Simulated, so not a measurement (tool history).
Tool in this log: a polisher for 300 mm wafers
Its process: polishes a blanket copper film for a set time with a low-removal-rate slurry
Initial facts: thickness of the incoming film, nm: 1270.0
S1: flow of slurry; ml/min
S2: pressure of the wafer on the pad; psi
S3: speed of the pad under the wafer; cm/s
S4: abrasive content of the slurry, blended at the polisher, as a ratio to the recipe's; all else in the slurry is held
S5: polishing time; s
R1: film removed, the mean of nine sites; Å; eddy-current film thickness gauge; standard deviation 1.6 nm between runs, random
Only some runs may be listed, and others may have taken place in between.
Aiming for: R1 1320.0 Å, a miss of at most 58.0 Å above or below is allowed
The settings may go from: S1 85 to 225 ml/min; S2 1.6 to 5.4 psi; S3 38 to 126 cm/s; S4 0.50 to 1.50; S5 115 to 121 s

run	day	S1	S2	S3	S4	S5	R1
1	0.000	145	3.5	82	1.00	115	2751.2
2	0.192	140	2.9	78	1.00	115	2218.1
3	0.304	140	2.5	74	1.00	115	1853.4
4	0.396	140	2.5	62	1.00	115	1577.8
5	0.629	140	2.5	62	1.00	115	1623.7
6	0.767	140	2.5	62	1.00	115	1610.8
7	0.879	140	2.3	62	1.00	115	1490.8
8	1.108	140	2.2	62	1.00	115	1425.3

Below are 4 possible settings for the next run. Only one of them brings all results inside the allowed miss of their targets. Which is it?
A	1.338	150	1.6	68	1.10	119	?
B	1.338	145	1.7	64	1.25	115	?
C	1.338	130	2.7	38	0.90	115	?
D	1.338	140	2.3	52	1.10	115	?

move	R1
A	1198.7
B	1196.9
C	1180.1
D	1322.1
A: carries the result that was furthest off beyond its target, to the other side
B: carries the result that was furthest off beyond its target, to the other side
C: carries the result that was furthest off beyond its target, to the other side
D: hits every target within its allowed miss
D meets every target.
